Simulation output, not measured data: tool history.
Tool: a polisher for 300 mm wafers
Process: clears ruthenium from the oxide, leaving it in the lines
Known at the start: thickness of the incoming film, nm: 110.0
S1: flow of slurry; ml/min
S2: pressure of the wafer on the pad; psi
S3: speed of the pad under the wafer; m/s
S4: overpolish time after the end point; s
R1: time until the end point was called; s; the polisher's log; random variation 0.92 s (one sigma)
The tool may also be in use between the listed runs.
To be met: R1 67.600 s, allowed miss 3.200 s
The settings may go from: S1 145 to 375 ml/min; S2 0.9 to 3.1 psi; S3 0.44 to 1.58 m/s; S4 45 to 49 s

{"run": 1, "day": 0.0, "S1": 240, "S2": 2.0, "S3": 1.0, "S4": 45, "R1": 90.656}
{"run": 2, "day": 0.329, "S1": 265, "S2": 2.0, "S3": 1.0, "S4": 45, "R1": 90.474}
{"run": 3, "day": 0.604, "S1": 290, "S2": 2.0, "S3": 1.0, "S4": 45, "R1": 88.982}
{"run": 4, "day": 0.938, "S1": 290, "S2": 2.0, "S3": 0.8, "S4": 45, "R1": 112.68}
{"run": 5, "day": 1.042, "S1": 325, "S2": 2.0, "S3": 0.8, "S4": 45, "R1": 110.68}
{"run": 6, "day": 1.304, "S1": 325, "S2": 2.2, "S3": 0.8, "S4": 45, "R1": 102.83}
{"run": 7, "day": 1.504, "S1": 325, "S2": 2.4, "S3": 0.82, "S4": 45, "R1": 91.726}
{"run": 8, "day": 1.842, "S1": 325, "S2": 2.5, "S3": 0.82, "S4": 45, "R1": 89.935}

4 next moves are on the table. One of them brings every result within its allowed miss. Which?
{"run": "A", "day": 2.179, "S1": 335, "S2": 3.0, "S3": 0.8, "S4": 45, "R1": "?"}
{"run": "B", "day": 2.179, "S1": 315, "S2": 2.2, "S3": 0.58, "S4": 49, "R1": "?"}
{"run": "C", "day": 2.179, "S1": 310, "S2": 2.6, "S3": 1.02, "S4": 45, "R1": "?"}
{"run": "D", "day": 2.179, "S1": 345, "S2": 2.3, "S3": 0.56, "S4": 49, "R1": "?"}

move=A R1=74.025
move=B R1=137.020
move=C R1=67.783
move=D R1=134.610
A: nearer than the last run, and not there yet
B: further off than the last run
C: meets every target
D: further off than the last run
Answer: C
